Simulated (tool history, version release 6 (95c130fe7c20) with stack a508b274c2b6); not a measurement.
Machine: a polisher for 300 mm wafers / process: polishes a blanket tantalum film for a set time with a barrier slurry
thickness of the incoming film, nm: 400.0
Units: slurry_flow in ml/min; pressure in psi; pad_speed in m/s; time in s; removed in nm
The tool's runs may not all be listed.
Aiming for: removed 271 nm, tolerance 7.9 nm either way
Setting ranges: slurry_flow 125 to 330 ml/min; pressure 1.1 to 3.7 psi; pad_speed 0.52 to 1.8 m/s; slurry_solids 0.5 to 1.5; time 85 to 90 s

run 1 day=0 | slurry_flow=210 pressure=2.4 pad_speed=1.16 slurry_solids=1 time=85 | removed=213.88
run 2 day=0.279 | slurry_flow=210 pressure=2.4 pad_speed=1.16 slurry_solids=0.85 time=85 | removed=210.47
run 3 day=0.562 | slurry_flow=210 pressure=2.1 pad_speed=1.16 slurry_solids=0.85 time=85 | removed=184.7
run 4 day=0.838 | slurry_flow=210 pressure=2.1 pad_speed=0.94 slurry_solids=0.85 time=85 | removed=150.45
run 5 day=1.092 | slurry_flow=245 pressure=2.1 pad_speed=0.94 slurry_solids=0.85 time=85 | removed=154.04
run 6 day=1.233 | slurry_flow=280 pressure=2.1 pad_speed=0.94 slurry_solids=0.85 time=85 | removed=154.46
run 7 day=1.308 | slurry_flow=280 pressure=2.5 pad_speed=0.94 slurry_solids=0.85 time=85 | removed=183.53
run 8 day=1.625 | slurry_flow=280 pressure=2.8 pad_speed=0.94 slurry_solids=0.85 time=85 | removed=207.02
run 9 day=1.817 | slurry_flow=280 pressure=3 pad_speed=0.94 slurry_solids=0.85 time=85 | removed=215.58

Consider the 4 candidate settings below. Which is the only one whose results all fall within their allowed miss of target?
run A day=2.008 | slurry_flow=290 pressure=2.7 pad_speed=0.82 slurry_solids=0.85 time=85 | removed=?
run B day=2.008 | slurry_flow=275 pressure=2.9 pad_speed=1.14 slurry_solids=0.85 time=90 | removed=?
run C day=2.008 | slurry_flow=170 pressure=2.8 pad_speed=0.82 slurry_solids=0.7 time=89 | removed=?
run D day=2.008 | slurry_flow=225 pressure=2.5 pad_speed=0.96 slurry_solids=1 time=85 | removed=?

move=A removed=172.39
move=B removed=267.16
move=C removed=170.96
move=D removed=187.46
A: misses by more than the last run did
B: each result inside its tolerance
C: misses by more than the last run did
D: misses by more than the last run did
The move that meets every target is B.

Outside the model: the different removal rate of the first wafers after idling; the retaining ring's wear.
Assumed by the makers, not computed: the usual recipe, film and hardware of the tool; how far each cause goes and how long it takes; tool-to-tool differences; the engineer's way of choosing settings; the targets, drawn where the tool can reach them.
